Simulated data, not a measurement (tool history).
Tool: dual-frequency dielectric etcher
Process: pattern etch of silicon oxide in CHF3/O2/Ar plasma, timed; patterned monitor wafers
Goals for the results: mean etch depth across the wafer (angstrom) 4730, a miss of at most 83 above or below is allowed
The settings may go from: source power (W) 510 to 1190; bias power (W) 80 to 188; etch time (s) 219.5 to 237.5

run	hour	source power (W)	bias power (W)	etch time (s)	mean etch depth across the wafer (angstrom)
1	0	850	134	237.5	5243.9
2	0.7	850	153	237.5	5555.4
3	2.3	790	151	237.5	5390.4
4	2.8	890	151	237.5	5616.7
5	7.4	1020	151	237.5	5811
6	13.1	940	145	237	5567.5
7	17.6	940	145	237	5563.2
8	19.2	870	141	236.5	5388.8
9	27.5	810	138	236	5251.2
10	31.7	760	135	235.5	5111.7

Which one of the following 5 next-run settings gets every result inside its allowed miss? There is exactly one.
A	35.9	780	120	228	?
B	35.9	720	144	228	?
C	35.9	850	120	230.5	?
D	35.9	800	158	230.5	?
E	35.9	800	141	222.5	?

move	mean etch depth across the wafer (angstrom)
A	4712.5
B	4955.3
C	4876.4
D	5339.3
E	4929.6
A: meets every target
B: nearer than the last run, and not there yet
C: nearer than the last run, and not there yet
D: moves away from the targets compared with the last run
E: nearer than the last run, and not there yet
Correct choice: A, which meets every target
